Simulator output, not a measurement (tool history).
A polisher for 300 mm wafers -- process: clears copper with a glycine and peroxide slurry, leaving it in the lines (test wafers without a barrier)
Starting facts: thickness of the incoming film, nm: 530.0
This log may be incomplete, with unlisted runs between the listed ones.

run	hour	flow of slurry (ml/min)	pressure of the wafer on the pad (kPa)	speed of the pad under the wafer (m/s)	overpolish time after the end point (s)	time until the end point was called (s)	dishing of a wide line in a test structure (angstrom)
1	0.0	210	19.3	0.92	28	100.41	894.09
2	4.3	210	17.9	0.92	30	105.06	880.38
3	10.0	185	17.9	0.92	30	107.21	885.49
4	14.1	185	17.2	0.90	32	114.02	937.54
5	18.4	185	16.5	0.90	33	112.61	896.33
6	23.2	185	15.9	0.88	35	120.64	917.85

The next listed run, before its measurement:
7	24.8	185	15.2	0.88	36	?	?

Run 7 measured time until the end point was called (s) 123.01, dishing of a wide line in a test structure (angstrom) 905.35.

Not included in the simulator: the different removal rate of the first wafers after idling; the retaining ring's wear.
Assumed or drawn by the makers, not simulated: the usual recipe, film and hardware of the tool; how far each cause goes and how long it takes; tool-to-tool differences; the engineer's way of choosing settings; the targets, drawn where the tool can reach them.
